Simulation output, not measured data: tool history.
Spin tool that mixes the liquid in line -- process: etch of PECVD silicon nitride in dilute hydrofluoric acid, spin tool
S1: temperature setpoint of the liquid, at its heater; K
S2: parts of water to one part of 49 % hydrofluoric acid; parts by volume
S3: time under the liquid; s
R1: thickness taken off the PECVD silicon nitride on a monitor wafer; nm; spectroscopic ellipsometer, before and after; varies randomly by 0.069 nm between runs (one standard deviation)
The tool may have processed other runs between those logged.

run 1 hour=0.0 | S1=299.15 S2=100 S3=285 | R1=10.1550
run 2 hour=1.8 | S1=301.65 S2=100 S3=285 | R1=12.2200
run 3 hour=9.3 | S1=304.15 S2=100 S3=285 | R1=14.0180
run 4 hour=15.0 | S1=304.15 S2=130 S3=285 | R1=10.7910
run 5 hour=16.7 | S1=303.15 S2=130 S3=285 | R1=10.1600
run 6 hour=24.7 | S1=302.65 S2=130 S3=285 | R1=9.8011
run 7 hour=33.2 | S1=302.15 S2=130 S3=285 | R1=9.5201
run 8 hour=34.9 | S1=301.65 S2=130 S3=285 | R1=9.2368
run 9 hour=35.7 | S1=301.15 S2=130 S3=285 | R1=8.8849

Expected results for the next run?
run 10 hour=42.5 | S1=300.65 S2=130 S3=285 | R1=?

{"run 10": {"R1": 8.7369}}

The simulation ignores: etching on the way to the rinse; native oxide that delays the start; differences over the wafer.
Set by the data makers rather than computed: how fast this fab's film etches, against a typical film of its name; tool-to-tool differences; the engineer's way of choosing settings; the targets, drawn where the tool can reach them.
